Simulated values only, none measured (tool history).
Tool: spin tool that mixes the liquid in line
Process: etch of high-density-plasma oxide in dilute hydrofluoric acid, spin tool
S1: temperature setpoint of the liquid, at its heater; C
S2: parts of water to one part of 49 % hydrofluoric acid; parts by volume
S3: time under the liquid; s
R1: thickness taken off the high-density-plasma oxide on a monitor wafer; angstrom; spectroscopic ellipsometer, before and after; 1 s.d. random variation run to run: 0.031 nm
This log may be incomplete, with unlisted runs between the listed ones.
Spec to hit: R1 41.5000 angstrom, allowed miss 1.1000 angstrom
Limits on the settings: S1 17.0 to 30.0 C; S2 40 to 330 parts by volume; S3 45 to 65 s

{"run": 1, "hour": 0.0, "S1": 22.0, "S2": 185, "S3": 65, "R1": 15.565}
{"run": 2, "hour": 4.4, "S1": 23.5, "S2": 165, "S3": 65, "R1": 18.962}
{"run": 3, "hour": 8.0, "S1": 23.5, "S2": 165, "S3": 45, "R1": 13.095}
{"run": 4, "hour": 8.8, "S1": 23.5, "S2": 215, "S3": 45, "R1": 9.5274}
{"run": 5, "hour": 9.7, "S1": 23.5, "S2": 215, "S3": 45, "R1": 9.491}
{"run": 6, "hour": 16.4, "S1": 23.5, "S2": 185, "S3": 45, "R1": 11.423}
{"run": 7, "hour": 22.7, "S1": 22.5, "S2": 160, "S3": 45, "R1": 12.885}
{"run": 8, "hour": 23.6, "S1": 24.0, "S2": 140, "S3": 45, "R1": 16.168}
{"run": 9, "hour": 30.4, "S1": 24.5, "S2": 120, "S3": 50, "R1": 21.905}

Consider the 5 candidate settings below. Which is the only one whose results all fall within their allowed miss of target?
{"run": "A", "hour": 37.2, "S1": 25.0, "S2": 95, "S3": 65, "R1": "?"}
{"run": "B", "hour": 37.2, "S1": 28.5, "S2": 105, "S3": 65, "R1": "?"}
{"run": "C", "hour": 37.2, "S1": 23.5, "S2": 90, "S3": 65, "R1": "?"}
{"run": "D", "hour": 37.2, "S1": 25.0, "S2": 85, "S3": 65, "R1": "?"}
{"run": "E", "hour": 37.2, "S1": 26.0, "S2": 85, "S3": 60, "R1": "?"}

move=A R1=37.9630
move=B R1=38.7420
move=C R1=38.0170
move=D R1=43.0110
move=E R1=41.2950
A: moves toward the targets from the last run without getting all of them in spec
B: moves toward the targets from the last run without getting all of them in spec
C: moves toward the targets from the last run without getting all of them in spec
D: carries the result that was furthest off beyond its target, to the other side
E: meets every target
Answer: E

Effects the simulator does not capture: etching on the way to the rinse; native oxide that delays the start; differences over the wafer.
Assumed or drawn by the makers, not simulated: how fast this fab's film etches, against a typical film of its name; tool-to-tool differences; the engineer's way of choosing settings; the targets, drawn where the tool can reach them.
